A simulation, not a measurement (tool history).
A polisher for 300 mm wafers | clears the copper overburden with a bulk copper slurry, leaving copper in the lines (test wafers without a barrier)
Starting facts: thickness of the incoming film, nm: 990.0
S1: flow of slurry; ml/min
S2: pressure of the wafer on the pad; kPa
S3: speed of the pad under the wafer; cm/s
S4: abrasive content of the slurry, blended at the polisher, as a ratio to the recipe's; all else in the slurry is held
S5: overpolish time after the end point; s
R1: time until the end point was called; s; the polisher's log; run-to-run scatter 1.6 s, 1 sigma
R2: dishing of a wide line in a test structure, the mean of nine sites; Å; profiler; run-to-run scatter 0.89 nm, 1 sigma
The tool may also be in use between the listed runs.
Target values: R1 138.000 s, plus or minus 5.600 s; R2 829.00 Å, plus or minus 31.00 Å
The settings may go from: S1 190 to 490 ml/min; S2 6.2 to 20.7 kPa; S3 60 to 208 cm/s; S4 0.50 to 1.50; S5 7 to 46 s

Run 1, hour 0.0: S1 315 ml/min, S2 13.1 kPa, S3 134 cm/s, S4 1.00, S5 24 s. Result: R1 91.701 s, R2 860.70 Å.
Run 2, hour 4.3: S1 315 ml/min, S2 11.7 kPa, S3 132 cm/s, S4 1.00, S5 27 s. Result: R1 103.030 s, R2 858.27 Å.
Run 3, hour 12.9: S1 315 ml/min, S2 11.7 kPa, S3 132 cm/s, S4 1.00, S5 22 s. Result: R1 106.900 s, R2 786.94 Å.
Run 4, hour 13.8: S1 315 ml/min, S2 11.7 kPa, S3 132 cm/s, S4 1.20, S5 22 s. Result: R1 100.550 s, R2 812.49 Å.
Run 5, hour 15.4: S1 315 ml/min, S2 11.7 kPa, S3 132 cm/s, S4 1.35, S5 22 s. Result: R1 93.923 s, R2 793.64 Å.
Run 6, hour 24.3: S1 315 ml/min, S2 11.7 kPa, S3 132 cm/s, S4 1.20, S5 22 s. Result: R1 98.936 s, R2 805.64 Å.
Run 7, hour 30.3: S1 315 ml/min, S2 11.0 kPa, S3 130 cm/s, S4 1.20, S5 25 s. Result: R1 109.320 s, R2 816.62 Å.
Run 8, hour 39.0: S1 315 ml/min, S2 11.0 kPa, S3 130 cm/s, S4 1.20, S5 25 s. Result: R1 107.100 s, R2 812.19 Å.
Run 9, hour 42.0: S1 315 ml/min, S2 10.3 kPa, S3 130 cm/s, S4 1.20, S5 27 s. Result: R1 111.210 s, R2 825.06 Å.
Run 10, hour 43.5: S1 315 ml/min, S2 9.7 kPa, S3 130 cm/s, S4 1.20, S5 29 s. Result: R1 122.280 s, R2 784.03 Å.
Run 11, hour 44.7: S1 315 ml/min, S2 9.7 kPa, S3 128 cm/s, S4 1.20, S5 31 s. Result: R1 124.100 s, R2 821.22 Å.

Next run, 4 choices. One meets every target within its allowed miss, the rest don't. Which?
Run A, hour 45.9: S1 305 ml/min, S2 11.0 kPa, S3 120 cm/s, S4 0.85, S5 29 s. Result: R1 ?, R2 ?.
Run B, hour 45.9: S1 280 ml/min, S2 9.0 kPa, S3 126 cm/s, S4 1.15, S5 41 s. Result: R1 ?, R2 ?.
Run C, hour 45.9: S1 285 ml/min, S2 10.3 kPa, S3 124 cm/s, S4 1.05, S5 38 s. Result: R1 ?, R2 ?.
Run D, hour 45.9: S1 335 ml/min, S2 11.0 kPa, S3 78 cm/s, S4 1.25, S5 39 s. Result: R1 ?, R2 ?.

move       R1      R2
   A  128.170  792.94
   B  138.390  817.20
   C  125.310  856.18
   D  159.260  816.25
A: better than the last run, though not everything is in spec
B: every result within its allowed miss
C: better than the last run, though not everything is in spec
D: moves the result that the last run missed by most past its target, out the other side
The right move is B.

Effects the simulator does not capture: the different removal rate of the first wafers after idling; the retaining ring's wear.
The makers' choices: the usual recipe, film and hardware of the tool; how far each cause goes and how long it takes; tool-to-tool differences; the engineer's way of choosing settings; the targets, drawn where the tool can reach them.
